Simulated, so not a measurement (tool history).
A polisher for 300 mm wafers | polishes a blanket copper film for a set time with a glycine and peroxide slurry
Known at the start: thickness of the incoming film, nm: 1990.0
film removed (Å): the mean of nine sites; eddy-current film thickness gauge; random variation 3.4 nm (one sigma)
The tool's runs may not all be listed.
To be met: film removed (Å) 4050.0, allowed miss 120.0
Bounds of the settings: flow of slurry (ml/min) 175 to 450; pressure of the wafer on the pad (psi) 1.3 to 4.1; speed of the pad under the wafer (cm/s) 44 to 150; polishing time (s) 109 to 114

run,hour,flow of slurry (ml/min),pressure of the wafer on the pad (psi),speed of the pad under the wafer (cm/s),polishing time (s),film removed (Å)
1,0.0,290,2.7,96,109,6156.3
2,0.6,290,2.7,96,114,6498.4
3,3.2,290,2.9,96,114,6838.9
4,6.4,290,2.9,76,114,5864.9
5,15.2,290,2.9,100,114,7041.2
6,18.5,290,2.7,98,114,6529.6
7,27.2,290,2.5,96,114,6256.7
8,35.2,290,2.3,92,114,5629.9
9,41.1,290,2.2,92,114,5448.2
10,43.2,290,2.1,92,114,5303.5
11,50.6,290,2.0,92,114,5135.8
12,56.8,290,1.9,92,114,5034.3
13,63.3,285,1.3,86,114,3854.3

Which of these 5 next moves meets every target?
A,69.8,260,1.5,78,111,?
B,69.8,300,1.5,78,110,?
C,69.8,275,1.3,80,109,?
D,69.8,280,1.4,88,114,?
E,69.8,230,1.4,80,114,?

move,film removed (Å)
A,3789.0
B,3812.9
C,3516.3
D,4061.8
E,3744.7
A: further off than the last run
B: further off than the last run
C: further off than the last run
D: meets every target
E: further off than the last run
Answer: D
